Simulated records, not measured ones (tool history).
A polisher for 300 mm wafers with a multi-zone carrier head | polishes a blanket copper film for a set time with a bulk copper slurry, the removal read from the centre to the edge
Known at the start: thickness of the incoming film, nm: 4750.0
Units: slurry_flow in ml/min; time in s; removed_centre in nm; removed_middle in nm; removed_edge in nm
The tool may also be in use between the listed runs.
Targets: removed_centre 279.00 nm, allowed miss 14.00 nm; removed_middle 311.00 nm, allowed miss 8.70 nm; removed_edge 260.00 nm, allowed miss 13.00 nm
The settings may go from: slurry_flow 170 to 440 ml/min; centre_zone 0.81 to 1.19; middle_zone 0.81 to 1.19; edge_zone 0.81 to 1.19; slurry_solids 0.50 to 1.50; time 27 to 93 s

Run 1, hour 0.0: slurry_flow 280 ml/min, centre_zone 1.00, middle_zone 1.00, edge_zone 1.00, slurry_solids 1.00, time 59 s. Result: removed_centre 555.75 nm, removed_middle 551.77 nm, removed_edge 559.31 nm.
Run 2, hour 1.3: slurry_flow 275 ml/min, centre_zone 1.00, middle_zone 1.01, edge_zone 0.98, slurry_solids 0.95, time 55 s. Result: removed_centre 517.37 nm, removed_middle 499.76 nm, removed_edge 520.19 nm.
Run 3, hour 4.8: slurry_flow 275 ml/min, centre_zone 0.99, middle_zone 1.03, edge_zone 0.96, slurry_solids 0.90, time 52 s. Result: removed_centre 472.91 nm, removed_middle 482.32 nm, removed_edge 456.82 nm.
Run 4, hour 10.5: slurry_flow 275 ml/min, centre_zone 0.99, middle_zone 1.03, edge_zone 0.96, slurry_solids 0.90, time 66 s. Result: removed_centre 584.95 nm, removed_middle 610.69 nm, removed_edge 583.92 nm.
Run 5, hour 13.1: slurry_flow 250 ml/min, centre_zone 0.99, middle_zone 1.03, edge_zone 0.96, slurry_solids 0.90, time 66 s. Result: removed_centre 595.89 nm, removed_middle 602.96 nm, removed_edge 583.97 nm.
Run 6, hour 17.0: slurry_flow 255 ml/min, centre_zone 0.98, middle_zone 1.03, edge_zone 0.95, slurry_solids 0.85, time 62 s. Result: removed_centre 533.29 nm, removed_middle 562.08 nm, removed_edge 541.00 nm.
Run 7, hour 19.0: slurry_flow 260 ml/min, centre_zone 0.98, middle_zone 1.04, edge_zone 0.94, slurry_solids 0.80, time 58 s. Result: removed_centre 502.71 nm, removed_middle 514.49 nm, removed_edge 506.16 nm.
Run 8, hour 26.6: slurry_flow 180 ml/min, centre_zone 0.91, middle_zone 1.14, edge_zone 0.84, slurry_solids 0.70, time 41 s. Result: removed_centre 301.87 nm, removed_middle 368.45 nm, removed_edge 310.34 nm.
Run 9, hour 30.3: slurry_flow 180 ml/min, centre_zone 0.92, middle_zone 1.14, edge_zone 0.84, slurry_solids 0.70, time 40 s. Result: removed_centre 300.77 nm, removed_middle 358.16 nm, removed_edge 297.42 nm.
Run 10, hour 37.5: slurry_flow 180 ml/min, centre_zone 0.92, middle_zone 1.14, edge_zone 0.84, slurry_solids 0.70, time 39 s. Result: removed_centre 289.22 nm, removed_middle 349.84 nm, removed_edge 297.39 nm.
Run 11, hour 41.4: slurry_flow 180 ml/min, centre_zone 0.93, middle_zone 1.14, edge_zone 0.84, slurry_solids 0.70, time 39 s. Result: removed_centre 294.86 nm, removed_middle 354.26 nm, removed_edge 299.52 nm.

Which of these 5 next moves meets every target?
Run A, hour 45.3: slurry_flow 220 ml/min, centre_zone 1.19, middle_zone 1.06, edge_zone 0.83, slurry_solids 0.55, time 35 s. Result: removed_centre ?, removed_middle ?, removed_edge ?.
Run B, hour 45.3: slurry_flow 170 ml/min, centre_zone 0.91, middle_zone 0.88, edge_zone 1.04, slurry_solids 0.60, time 43 s. Result: removed_centre ?, removed_middle ?, removed_edge ?.
Run C, hour 45.3: slurry_flow 220 ml/min, centre_zone 0.81, middle_zone 0.90, edge_zone 1.03, slurry_solids 0.65, time 40 s. Result: removed_centre ?, removed_middle ?, removed_edge ?.
Run D, hour 45.3: slurry_flow 255 ml/min, centre_zone 0.97, middle_zone 1.12, edge_zone 0.81, slurry_solids 0.50, time 36 s. Result: removed_centre ?, removed_middle ?, removed_edge ?.
Run E, hour 45.3: slurry_flow 215 ml/min, centre_zone 0.94, middle_zone 1.05, edge_zone 0.87, slurry_solids 0.60, time 43 s. Result: removed_centre ?, removed_middle ?, removed_edge ?.

move  removed_centre  removed_middle  removed_edge
   A          334.16          289.28        256.68
   B          302.36          295.57        345.28
   C          267.83          298.40        336.08
   D          281.14          312.88        260.17
   E          328.17          357.87        326.85
A: takes the result that was furthest off past its target
B: takes the result that was furthest off past its target
C: takes the result that was furthest off past its target
D: meets every target
E: further off than the last run
The right move is D.
